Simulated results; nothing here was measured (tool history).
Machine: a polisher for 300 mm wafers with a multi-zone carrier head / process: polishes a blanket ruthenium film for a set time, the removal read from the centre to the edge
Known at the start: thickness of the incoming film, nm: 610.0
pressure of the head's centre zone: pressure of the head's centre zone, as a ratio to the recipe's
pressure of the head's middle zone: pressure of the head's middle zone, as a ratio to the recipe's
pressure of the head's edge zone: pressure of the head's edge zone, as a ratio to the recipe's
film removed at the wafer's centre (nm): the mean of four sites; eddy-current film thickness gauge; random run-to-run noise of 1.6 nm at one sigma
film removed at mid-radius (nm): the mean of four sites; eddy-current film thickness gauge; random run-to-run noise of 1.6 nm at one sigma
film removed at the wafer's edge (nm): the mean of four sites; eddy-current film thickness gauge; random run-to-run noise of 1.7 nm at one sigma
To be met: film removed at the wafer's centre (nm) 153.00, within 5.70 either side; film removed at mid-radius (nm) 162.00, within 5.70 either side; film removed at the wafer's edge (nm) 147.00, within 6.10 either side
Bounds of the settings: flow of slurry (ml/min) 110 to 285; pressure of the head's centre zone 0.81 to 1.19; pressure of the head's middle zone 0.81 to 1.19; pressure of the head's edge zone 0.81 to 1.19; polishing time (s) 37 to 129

run  hour  flow of slurry (ml/min)  pressure of the head's centre zone  pressure of the head's middle zone  pressure of the head's edge zone  polishing time (s)  film removed at the wafer's centre (nm)  film removed at mid-radius (nm)  film removed at the wafer's edge (nm)
  1   0.0                      180                                1.00                                1.00                              1.00                  83                                   128.94                           130.56                                 128.65
  2   1.8                      220                                1.00                                1.00                              1.00                  83                                   132.78                           136.34                                 131.81
  3   2.5                      220                                1.00                                0.93                              1.00                  83                                   133.07                           127.61                                 131.31
  4   9.8                      220                                1.00                                0.88                              1.00                  83                                   136.46                           120.77                                 127.91
  5  13.5                      245                                1.00                                0.88                              1.00                  83                                   135.51                           122.50                                 133.38
  6  17.1                      245                                1.00                                0.88                              1.00                  96                                   156.27                           140.02                                 150.80
  7  19.2                      245                                1.00                                0.90                              0.99                  96                                   158.44                           143.03                                 150.73
  8  27.9                      245                                1.00                                0.92                              0.98                  96                                   155.74                           148.62                                 151.85
  9  29.4                      245                                1.00                                0.93                              0.97                  96                                   158.70                           144.84                                 148.76
 10  34.8                      245                                1.00                                0.95                              0.97                  96                                   160.25                           153.55                                 150.55
 11  37.0                      245                                0.99                                0.96                              0.97                  96                                   154.26                           152.94                                 151.06
 12  39.3                      245                                0.99                                0.97                              0.96                  96                                   153.88                           156.68                                 149.56
 13  48.2                      250                                0.99                                0.98                              0.94                  96                                   153.63                           156.67                                 149.13
 14  56.8                      250                                0.99                                0.98                              0.93                  96                                   156.34                           155.13                                 148.31

Of the 5 settings listed for the next run, only one would bring every result within its allowed miss of target. Which one?
  A  65.4                      260                                1.03                                1.11                              1.03                  91                                        ?                                ?                                      ?
  B  65.4                      220                                1.09                                0.93                              0.93                  96                                        ?                                ?                                      ?
  C  65.4                      280                                0.98                                0.99                              1.05                  91                                        ?                                ?                                      ?
  D  65.4                      235                                1.04                                1.06                              0.83                  98                                        ?                                ?                                      ?
  E  65.4                      260                                1.04                                0.93                              0.94                  96                                        ?                                ?                                      ?

move  film removed at the wafer's centre (nm)  film removed at mid-radius (nm)  film removed at the wafer's edge (nm)
   A                                   154.23                           163.61                                 148.00
   B                                   168.58                           145.89                                 147.02
   C                                   147.78                           149.58                                 150.49
   D                                   165.66                           167.61                                 143.08
   E                                   164.09                           148.61                                 149.79
A: in spec on every target
B: the biggest miss grows against the last run
C: the biggest miss grows against the last run
D: the worst result of the last run now meets its target, but another is out of spec
E: the biggest miss grows against the last run
Answer: A
